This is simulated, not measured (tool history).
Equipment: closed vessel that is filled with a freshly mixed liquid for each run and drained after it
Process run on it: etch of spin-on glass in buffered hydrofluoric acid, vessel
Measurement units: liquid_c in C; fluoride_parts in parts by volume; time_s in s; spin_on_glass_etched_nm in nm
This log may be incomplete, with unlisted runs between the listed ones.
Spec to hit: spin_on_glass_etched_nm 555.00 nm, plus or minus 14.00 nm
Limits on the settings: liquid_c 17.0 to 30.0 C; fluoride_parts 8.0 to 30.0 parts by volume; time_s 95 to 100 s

{"run": 1, "hour": 0.0, "liquid_c": 22.0, "fluoride_parts": 21.5, "time_s": 95, "spin_on_glass_etched_nm": 226.12}
{"run": 2, "hour": 8.2, "liquid_c": 22.0, "fluoride_parts": 21.5, "time_s": 100, "spin_on_glass_etched_nm": 237.09}
{"run": 3, "hour": 11.2, "liquid_c": 22.0, "fluoride_parts": 21.5, "time_s": 95, "spin_on_glass_etched_nm": 225.73}
{"run": 4, "hour": 19.6, "liquid_c": 22.0, "fluoride_parts": 21.5, "time_s": 100, "spin_on_glass_etched_nm": 237.31}
{"run": 5, "hour": 26.1, "liquid_c": 23.5, "fluoride_parts": 19.5, "time_s": 100, "spin_on_glass_etched_nm": 277.73}
{"run": 6, "hour": 34.7, "liquid_c": 24.5, "fluoride_parts": 17.5, "time_s": 100, "spin_on_glass_etched_nm": 329.22}
{"run": 7, "hour": 40.9, "liquid_c": 25.5, "fluoride_parts": 16.5, "time_s": 100, "spin_on_glass_etched_nm": 371.12}
{"run": 8, "hour": 43.9, "liquid_c": 29.5, "fluoride_parts": 13.0, "time_s": 100, "spin_on_glass_etched_nm": 571.2}

Exercise: of the 4 proposed moves below, exactly one satisfies all targets within the stated allowed misses. Which move is it?
{"run": "A", "hour": 46.9, "liquid_c": 29.5, "fluoride_parts": 12.0, "time_s": 95, "spin_on_glass_etched_nm": "?"}
{"run": "B", "hour": 46.9, "liquid_c": 30.0, "fluoride_parts": 13.0, "time_s": 100, "spin_on_glass_etched_nm": "?"}
{"run": "C", "hour": 46.9, "liquid_c": 27.0, "fluoride_parts": 11.0, "time_s": 95, "spin_on_glass_etched_nm": "?"}
{"run": "D", "hour": 46.9, "liquid_c": 30.0, "fluoride_parts": 14.0, "time_s": 95, "spin_on_glass_etched_nm": "?"}

move=A spin_on_glass_etched_nm=585.39
move=B spin_on_glass_etched_nm=585.04
move=C spin_on_glass_etched_nm=558.04
move=D spin_on_glass_etched_nm=516.92
A: misses by more than the last run did
B: misses by more than the last run did
C: every result lands within tolerance
D: takes the result that was furthest off past its target
C meets every target.
